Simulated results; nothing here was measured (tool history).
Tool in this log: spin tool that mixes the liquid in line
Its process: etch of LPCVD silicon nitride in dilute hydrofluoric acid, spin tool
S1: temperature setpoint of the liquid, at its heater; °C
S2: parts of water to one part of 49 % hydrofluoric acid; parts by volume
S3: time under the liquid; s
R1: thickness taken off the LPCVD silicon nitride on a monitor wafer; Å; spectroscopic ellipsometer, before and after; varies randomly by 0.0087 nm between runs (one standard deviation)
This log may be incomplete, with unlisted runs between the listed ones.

run,hour,S1,S2,S3,R1
1,0.0,21.0,75,85,4.4284
2,7.1,20.5,80,85,3.9933
3,7.7,20.5,65,85,5.0118
4,12.4,20.0,70,85,4.5164
5,15.1,20.0,70,65,3.3872
6,20.0,20.0,70,85,4.3307

What does the tool deliver on the next run?
7,28.7,19.5,75,85,?

Run 7 gave R1 4.1090 Å.

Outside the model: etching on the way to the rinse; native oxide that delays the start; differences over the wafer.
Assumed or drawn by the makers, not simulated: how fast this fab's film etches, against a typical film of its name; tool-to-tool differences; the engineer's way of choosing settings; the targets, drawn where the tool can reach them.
